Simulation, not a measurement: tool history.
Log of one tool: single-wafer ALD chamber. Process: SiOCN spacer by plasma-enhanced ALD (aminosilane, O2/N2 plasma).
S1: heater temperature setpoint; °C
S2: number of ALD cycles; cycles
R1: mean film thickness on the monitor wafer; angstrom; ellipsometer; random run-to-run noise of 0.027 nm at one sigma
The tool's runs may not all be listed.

run 1 hour=0.0 | S1=395 S2=91 | R1=55.852
run 2 hour=5.0 | S1=395 S2=87 | R1=53.377
run 3 hour=12.9 | S1=395 S2=92 | R1=55.647
run 4 hour=16.8 | S1=395 S2=88 | R1=53.501
run 5 hour=21.2 | S1=395 S2=100 | R1=60.935
-- hour=22.0 thermocouple changed; heater temperature recalibrated
run 6 hour=22.0 | S1=399 S2=100 | R1=60.638
run 7 hour=28.2 | S1=399 S2=94 | R1=56.659
run 8 hour=31.2 | S1=399 S2=94 | R1=57.844
run 9 hour=38.7 | S1=397 S2=89 | R1=54.111

The next listed run, before its measurement:
run 10 hour=40.4 | S1=397 S2=86 | R1=?

R1: 52.277 angstrom
